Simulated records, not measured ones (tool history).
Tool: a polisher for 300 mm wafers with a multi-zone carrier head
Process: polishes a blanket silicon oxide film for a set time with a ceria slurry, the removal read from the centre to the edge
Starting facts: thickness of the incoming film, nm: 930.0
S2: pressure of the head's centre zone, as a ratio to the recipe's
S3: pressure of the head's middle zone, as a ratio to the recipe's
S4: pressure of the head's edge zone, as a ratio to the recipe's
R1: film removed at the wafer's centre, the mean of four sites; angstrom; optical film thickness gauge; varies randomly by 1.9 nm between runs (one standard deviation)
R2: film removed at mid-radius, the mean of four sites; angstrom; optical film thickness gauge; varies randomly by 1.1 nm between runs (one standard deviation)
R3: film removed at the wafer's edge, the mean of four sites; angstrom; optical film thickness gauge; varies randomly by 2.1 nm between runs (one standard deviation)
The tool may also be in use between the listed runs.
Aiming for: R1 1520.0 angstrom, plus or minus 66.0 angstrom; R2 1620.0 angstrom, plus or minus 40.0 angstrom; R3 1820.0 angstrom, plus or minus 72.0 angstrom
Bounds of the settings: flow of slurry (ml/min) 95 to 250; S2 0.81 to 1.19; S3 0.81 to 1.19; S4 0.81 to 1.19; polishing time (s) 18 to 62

{"run": 1, "day": 0.0, "flow of slurry (ml/min)": 160, "S2": 1.0, "S3": 1.0, "S4": 1.0, "polishing time (s)": 40, "R1": 2663.9, "R2": 2713.8, "R3": 2820.4}
{"run": 2, "day": 0.029, "flow of slurry (ml/min)": 160, "S2": 1.06, "S3": 1.0, "S4": 1.0, "polishing time (s)": 40, "R1": 2747.5, "R2": 2721.7, "R3": 2868.8}
{"run": 3, "day": 0.096, "flow of slurry (ml/min)": 160, "S2": 1.06, "S3": 1.0, "S4": 1.0, "polishing time (s)": 32, "R1": 2205.5, "R2": 2188.2, "R3": 2264.1}
{"run": 4, "day": 0.333, "flow of slurry (ml/min)": 160, "S2": 1.06, "S3": 1.0, "S4": 1.0, "polishing time (s)": 39, "R1": 2728.0, "R2": 2661.5, "R3": 2780.3}
{"run": 5, "day": 0.529, "flow of slurry (ml/min)": 160, "S2": 1.11, "S3": 1.0, "S4": 1.0, "polishing time (s)": 39, "R1": 2842.7, "R2": 2683.6, "R3": 2770.0}
{"run": 6, "day": 0.746, "flow of slurry (ml/min)": 150, "S2": 1.06, "S3": 0.98, "S4": 0.98, "polishing time (s)": 37, "R1": 2525.8, "R2": 2435.5, "R3": 2584.7}
{"run": 7, "day": 1.004, "flow of slurry (ml/min)": 145, "S2": 1.02, "S3": 0.97, "S4": 0.97, "polishing time (s)": 35, "R1": 2267.6, "R2": 2267.3, "R3": 2386.6}
{"run": 8, "day": 1.179, "flow of slurry (ml/min)": 140, "S2": 0.99, "S3": 0.95, "S4": 0.96, "polishing time (s)": 34, "R1": 2120.3, "R2": 2128.0, "R3": 2295.1}
{"run": 9, "day": 1.458, "flow of slurry (ml/min)": 135, "S2": 0.96, "S3": 0.93, "S4": 0.94, "polishing time (s)": 33, "R1": 1947.4, "R2": 2020.3, "R3": 2230.0}
{"run": 10, "day": 1.625, "flow of slurry (ml/min)": 125, "S2": 0.92, "S3": 0.88, "S4": 0.85, "polishing time (s)": 25, "R1": 1368.8, "R2": 1416.1, "R3": 1570.4}
{"run": 11, "day": 1.988, "flow of slurry (ml/min)": 140, "S2": 0.92, "S3": 0.88, "S4": 0.87, "polishing time (s)": 25, "R1": 1437.0, "R2": 1513.2, "R3": 1612.4}
{"run": 12, "day": 2.008, "flow of slurry (ml/min)": 140, "S2": 0.92, "S3": 0.88, "S4": 0.9, "polishing time (s)": 25, "R1": 1475.4, "R2": 1498.9, "R3": 1608.3}
{"run": 13, "day": 2.125, "flow of slurry (ml/min)": 165, "S2": 0.82, "S3": 0.84, "S4": 0.97, "polishing time (s)": 29, "R1": 1565.6, "R2": 1786.2, "R3": 2077.6}
{"day": 2.396, "done": "slurry nozzle cleaned"}
{"run": 14, "day": 2.396, "flow of slurry (ml/min)": 160, "S2": 0.83, "S3": 0.84, "S4": 0.95, "polishing time (s)": 29, "R1": 1817.3, "R2": 1996.0, "R3": 2241.8}

Exactly one of the 5 candidate moves below puts every result within its allowed miss. Which one?
{"run": "A", "day": 2.667, "flow of slurry (ml/min)": 150, "S2": 0.82, "S3": 0.82, "S4": 0.95, "polishing time (s)": 35, "R1": "?", "R2": "?", "R3": "?"}
{"run": "B", "day": 2.667, "flow of slurry (ml/min)": 160, "S2": 0.96, "S3": 0.82, "S4": 0.93, "polishing time (s)": 23, "R1": "?", "R2": "?", "R3": "?"}
{"run": "C", "day": 2.667, "flow of slurry (ml/min)": 165, "S2": 0.87, "S3": 0.85, "S4": 0.92, "polishing time (s)": 34, "R1": "?", "R2": "?", "R3": "?"}
{"run": "D", "day": 2.667, "flow of slurry (ml/min)": 160, "S2": 0.84, "S3": 0.82, "S4": 0.95, "polishing time (s)": 24, "R1": "?", "R2": "?", "R3": "?"}
{"run": "E", "day": 2.667, "flow of slurry (ml/min)": 95, "S2": 0.85, "S3": 0.81, "S4": 1.05, "polishing time (s)": 26, "R1": "?", "R2": "?", "R3": "?"}

move=A R1=2162.5 R2=2336.1 R3=2641.0
move=B R1=1690.8 R2=1554.2 R3=1734.6
move=C R1=2278.8 R2=2368.7 R3=2561.4
move=D R1=1542.0 R2=1622.8 R3=1828.1
move=E R1=1437.6 R2=1514.0 R3=1885.7
A: the biggest miss grows against the last run
B: moves the result that the last run missed by most past its target, out the other side
C: the biggest miss grows against the last run
D: every result lands within tolerance
E: moves the result that the last run missed by most past its target, out the other side
D is the move that brings every result within its allowed miss.
